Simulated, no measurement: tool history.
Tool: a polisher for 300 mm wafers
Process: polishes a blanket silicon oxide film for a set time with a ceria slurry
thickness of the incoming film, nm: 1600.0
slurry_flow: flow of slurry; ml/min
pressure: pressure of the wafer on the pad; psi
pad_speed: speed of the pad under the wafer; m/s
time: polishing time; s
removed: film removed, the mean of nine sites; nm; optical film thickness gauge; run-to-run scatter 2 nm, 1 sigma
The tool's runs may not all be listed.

| run | day | slurry_flow | pressure | pad_speed | time | removed |
|---|---|---|---|---|---|---|
| 1 | 0 | 130 | 3.1 | 1 | 102 | 401.25 |
| 2 | 0.25 | 130 | 3.1 | 1 | 107 | 419.03 |
| 3 | 0.554 | 130 | 2.4 | 1 | 107 | 329.49 |
| 4 | 0.792 | 130 | 1.7 | 1 | 107 | 235.92 |
| 5 | 0.975 | 140 | 1.7 | 1 | 107 | 237.67 |
| 6 | 1.217 | 140 | 1.4 | 1 | 107 | 200.78 |
| 7 | 1.325 | 140 | 1.4 | 1 | 107 | 199.46 |
| 8 | 1.662 | 140 | 1.5 | 1 | 107 | 213.43 |
| 9 | 1.858 | 140 | 1.6 | 1 | 107 | 226.04 |

The next listed run, before its measurement:
| 10 | 2.058 | 140 | 1.7 | 1 | 107 | ? |

Logged for run 10: removed 240.86 nm.
